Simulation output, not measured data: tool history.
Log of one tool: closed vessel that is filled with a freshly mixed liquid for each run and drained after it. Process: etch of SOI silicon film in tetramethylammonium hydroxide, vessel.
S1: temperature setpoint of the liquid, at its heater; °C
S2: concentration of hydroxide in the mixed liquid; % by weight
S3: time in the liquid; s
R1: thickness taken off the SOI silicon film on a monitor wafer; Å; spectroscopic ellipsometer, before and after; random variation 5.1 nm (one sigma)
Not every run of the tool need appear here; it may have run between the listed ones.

Run 1, day 0.000: S1 60.0 °C, S2 8.0 % by weight, S3 90 s. Result: R1 3619.8 Å.
Run 2, day 0.183: S1 64.5 °C, S2 8.0 % by weight, S3 90 s. Result: R1 4834.8 Å.
Run 3, day 0.442: S1 64.5 °C, S2 7.5 % by weight, S3 90 s. Result: R1 4828.9 Å.
Run 4, day 0.708: S1 64.5 °C, S2 9.0 % by weight, S3 90 s. Result: R1 4577.0 Å.
Run 5, day 0.896: S1 66.5 °C, S2 9.0 % by weight, S3 90 s. Result: R1 5136.8 Å.
Run 6, day 0.992: S1 67.5 °C, S2 9.0 % by weight, S3 90 s. Result: R1 5521.8 Å.
Run 7, day 1.038: S1 68.5 °C, S2 9.0 % by weight, S3 90 s. Result: R1 5833.4 Å.
Run 8, day 1.279: S1 69.0 °C, S2 9.0 % by weight, S3 90 s. Result: R1 5965.1 Å.
Run 9, day 1.617: S1 69.5 °C, S2 9.0 % by weight, S3 90 s. Result: R1 6177.2 Å.
Run 10, day 1.792: S1 70.0 °C, S2 9.0 % by weight, S3 90 s. Result: R1 6397.3 Å.

Predict the results of run 11:
Run 11, day 1.892: S1 70.5 °C, S2 9.0 % by weight, S3 90 s. Result: R1 ?.

R1: 6625.4 Å

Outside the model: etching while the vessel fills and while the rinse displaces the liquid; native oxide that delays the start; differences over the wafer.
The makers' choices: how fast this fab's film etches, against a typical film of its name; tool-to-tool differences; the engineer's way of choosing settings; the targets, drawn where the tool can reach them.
